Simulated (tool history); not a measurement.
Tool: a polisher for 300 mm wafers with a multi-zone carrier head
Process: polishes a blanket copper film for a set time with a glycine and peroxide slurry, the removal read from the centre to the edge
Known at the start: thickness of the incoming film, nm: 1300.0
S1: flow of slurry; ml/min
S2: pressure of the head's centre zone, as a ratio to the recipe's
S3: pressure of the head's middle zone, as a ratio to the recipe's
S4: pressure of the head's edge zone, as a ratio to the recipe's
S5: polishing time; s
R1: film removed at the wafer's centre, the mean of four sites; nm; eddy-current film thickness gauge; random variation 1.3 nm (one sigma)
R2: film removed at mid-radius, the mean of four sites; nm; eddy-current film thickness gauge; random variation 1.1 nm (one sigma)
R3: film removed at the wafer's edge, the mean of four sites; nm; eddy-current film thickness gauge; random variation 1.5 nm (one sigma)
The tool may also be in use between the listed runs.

| run | hour | S1 | S2 | S3 | S4 | S5 | R1 | R2 | R3 |
|---|---|---|---|---|---|---|---|---|---|
| 1 | 0.0 | 250 | 1.00 | 1.00 | 1.00 | 35 | 184.180 | 176.82 | 168.010 |
| 2 | 8.0 | 250 | 1.00 | 1.07 | 1.00 | 35 | 181.780 | 184.79 | 167.860 |
| 3 | 16.3 | 240 | 0.96 | 1.05 | 0.99 | 32 | 157.010 | 168.06 | 154.300 |
| 4 | 22.0 | 190 | 0.96 | 1.05 | 0.99 | 32 | 151.590 | 164.64 | 151.320 |
| 5 | 24.5 | 190 | 0.94 | 1.03 | 0.97 | 30 | 142.790 | 153.81 | 137.970 |
| 6 | 27.6 | 190 | 0.94 | 1.03 | 0.92 | 30 | 141.630 | 150.99 | 137.910 |
| 7 | 29.4 | 185 | 0.91 | 1.01 | 0.92 | 29 | 134.630 | 144.86 | 133.640 |
| 8 | 36.6 | 165 | 0.81 | 0.97 | 0.93 | 22 | 87.833 | 104.68 | 99.259 |
| 9 | 37.6 | 180 | 0.83 | 0.98 | 0.95 | 22 | 90.921 | 105.44 | 98.849 |

Forecast run 10:
| 10 | 44.6 | 175 | 0.84 | 0.98 | 0.96 | 23 | ? | ? | ? |

{"run 10": {"R1": 96.517, "R2": 110.37, "R3": 110.61}}
